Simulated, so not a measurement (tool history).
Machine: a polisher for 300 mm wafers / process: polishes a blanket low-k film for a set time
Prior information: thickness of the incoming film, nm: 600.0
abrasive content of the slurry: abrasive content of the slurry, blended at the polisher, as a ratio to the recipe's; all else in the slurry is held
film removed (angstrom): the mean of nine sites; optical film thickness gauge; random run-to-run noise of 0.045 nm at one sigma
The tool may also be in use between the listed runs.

run,hour,flow of slurry (ml/min),pressure of the wafer on the pad (psi),speed of the pad under the wafer (m/s),abrasive content of the slurry,polishing time (s),film removed (angstrom)
1,0.0,255,1.9,1.00,1.00,28,75.763
2,3.5,255,1.6,0.94,1.00,28,63.285
3,10.6,255,1.6,0.94,1.00,28,61.957
4,15.3,255,1.4,0.90,1.00,28,54.732
5,16.9,255,1.4,0.90,1.00,28,54.423
6,23.5,255,1.4,0.90,0.85,28,49.243
# hour 32.0: conditioning disc replaced and pad reconditioned
7,32.0,255,1.3,0.90,0.85,28,56.055
8,37.6,255,1.2,0.84,0.85,28,49.590
9,42.5,255,1.1,0.78,0.85,28,42.876

The next listed run, before its measurement:
10,43.4,255,0.9,0.78,0.85,28,?

Logged for run 10: film removed (angstrom) 35.616.

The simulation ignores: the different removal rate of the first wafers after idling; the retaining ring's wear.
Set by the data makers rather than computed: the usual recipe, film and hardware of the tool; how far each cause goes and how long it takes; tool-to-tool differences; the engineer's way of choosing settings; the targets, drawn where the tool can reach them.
